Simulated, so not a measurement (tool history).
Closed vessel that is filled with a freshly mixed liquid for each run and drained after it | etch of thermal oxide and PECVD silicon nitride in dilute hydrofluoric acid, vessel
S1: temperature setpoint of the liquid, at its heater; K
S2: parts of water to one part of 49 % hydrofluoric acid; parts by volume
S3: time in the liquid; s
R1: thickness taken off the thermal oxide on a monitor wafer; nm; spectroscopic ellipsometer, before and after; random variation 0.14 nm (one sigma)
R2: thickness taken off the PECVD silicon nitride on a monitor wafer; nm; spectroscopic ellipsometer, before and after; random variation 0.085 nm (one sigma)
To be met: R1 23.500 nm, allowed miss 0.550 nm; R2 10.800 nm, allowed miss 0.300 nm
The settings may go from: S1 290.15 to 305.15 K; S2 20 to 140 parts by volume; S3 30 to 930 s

run,hour,S1,S2,S3,R1,R2
1,0.0,297.15,75,475,33.468,14.842
2,8.8,297.15,80,480,31.232,14.069
3,9.8,297.15,80,485,31.806,14.292
4,14.1,297.15,100,485,24.807,11.612
5,17.6,299.65,100,485,27.432,13.467
6,21.9,302.15,100,485,30.063,15.944
7,26.8,301.65,100,485,29.506,15.307
8,34.6,301.15,100,485,28.925,14.694
9,35.4,300.65,100,485,28.038,14.413
10,38.9,300.15,100,485,27.583,13.897
11,40.6,299.65,100,485,26.985,13.532
12,45.4,299.15,100,485,26.898,12.994
13,54.2,298.15,105,485,24.218,11.777
14,62.8,297.15,100,480,24.519,11.426

5 next moves are on the table. One of them brings every result within its allowed miss. Which?
A,71.4,302.15,140,555,?,?
B,71.4,296.65,110,525,?,?
C,71.4,295.15,95,510,?,?
D,71.4,297.65,105,505,?,?
E,71.4,294.65,75,415,?,?

move,R1,R2
A,23.205,12.904
B,23.523,10.919
C,25.366,11.089
D,24.807,11.743
E,26.235,10.998
A: further off than the last run
B: meets every target
C: brings the result that was furthest off to its target, and leaves another outside
D: further off than the last run
E: brings the result that was furthest off to its target, and leaves another outside
Answer: B
